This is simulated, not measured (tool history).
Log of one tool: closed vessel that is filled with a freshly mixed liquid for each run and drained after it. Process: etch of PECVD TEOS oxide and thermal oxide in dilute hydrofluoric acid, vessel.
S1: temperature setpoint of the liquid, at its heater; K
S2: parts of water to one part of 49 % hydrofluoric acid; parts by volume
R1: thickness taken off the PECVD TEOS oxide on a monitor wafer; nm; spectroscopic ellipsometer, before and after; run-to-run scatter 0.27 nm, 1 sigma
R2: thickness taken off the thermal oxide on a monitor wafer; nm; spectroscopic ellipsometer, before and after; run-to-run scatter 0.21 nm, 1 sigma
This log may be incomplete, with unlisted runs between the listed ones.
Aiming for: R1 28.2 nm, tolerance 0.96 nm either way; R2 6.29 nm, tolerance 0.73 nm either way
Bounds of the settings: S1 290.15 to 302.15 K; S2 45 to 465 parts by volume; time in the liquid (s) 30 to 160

{"run": 1, "hour": 0.0, "S1": 294.15, "S2": 255, "time in the liquid (s)": 80, "R1": 5.212, "R2": 1.1517}
{"run": 2, "hour": 2.2, "S1": 294.15, "S2": 255, "time in the liquid (s)": 115, "R1": 7.3824, "R2": 1.6574}
{"run": 3, "hour": 8.9, "S1": 296.15, "S2": 190, "time in the liquid (s)": 115, "R1": 11.405, "R2": 2.5613}
{"run": 4, "hour": 9.8, "S1": 296.15, "S2": 190, "time in the liquid (s)": 140, "R1": 14.185, "R2": 3.0476}
{"run": 5, "hour": 18.5, "S1": 296.15, "S2": 190, "time in the liquid (s)": 125, "R1": 12.497, "R2": 2.8014}
{"run": 6, "hour": 26.9, "S1": 296.15, "S2": 130, "time in the liquid (s)": 125, "R1": 19.282, "R2": 4.3546}
{"run": 7, "hour": 35.6, "S1": 297.15, "S2": 115, "time in the liquid (s)": 125, "R1": 23.436, "R2": 5.397}
{"run": 8, "hour": 41.9, "S1": 298.15, "S2": 115, "time in the liquid (s)": 125, "R1": 24.113, "R2": 5.4879}
{"run": 9, "hour": 48.1, "S1": 299.15, "S2": 115, "time in the liquid (s)": 125, "R1": 25.003, "R2": 5.551}
{"run": 10, "hour": 52.8, "S1": 299.65, "S2": 115, "time in the liquid (s)": 125, "R1": 25.29, "R2": 5.2891}
{"run": 11, "hour": 56.7, "S1": 298.15, "S2": 80, "time in the liquid (s)": 125, "R1": 36.853, "R2": 7.5947}
{"run": 12, "hour": 63.7, "S1": 297.65, "S2": 90, "time in the liquid (s)": 125, "R1": 31.233, "R2": 7.1729}
{"run": 13, "hour": 69.5, "S1": 297.65, "S2": 90, "time in the liquid (s)": 125, "R1": 30.799, "R2": 7.0679}
{"run": 14, "hour": 76.5, "S1": 297.65, "S2": 95, "time in the liquid (s)": 125, "R1": 29.29, "R2": 6.6565}

Exercise: of the 4 proposed moves below, exactly one satisfies all targets within the stated allowed misses. Which move is it?
{"run": "A", "hour": 83.5, "S1": 296.65, "S2": 90, "time in the liquid (s)": 130, "R1": "?", "R2": "?"}
{"run": "B", "hour": 83.5, "S1": 298.65, "S2": 110, "time in the liquid (s)": 155, "R1": "?", "R2": "?"}
{"run": "C", "hour": 83.5, "S1": 300.15, "S2": 100, "time in the liquid (s)": 115, "R1": "?", "R2": "?"}
{"run": "D", "hour": 83.5, "S1": 301.15, "S2": 120, "time in the liquid (s)": 155, "R1": "?", "R2": "?"}

move=A R1=30.881 R2=7.0053
move=B R1=31.797 R2=7.2132
move=C R1=27.856 R2=6.3191
move=D R1=31.659 R2=7.1818
A: moves away from the targets compared with the last run
B: moves away from the targets compared with the last run
C: hits every target within its allowed miss
D: moves away from the targets compared with the last run
C is the move that brings every result within its allowed miss.
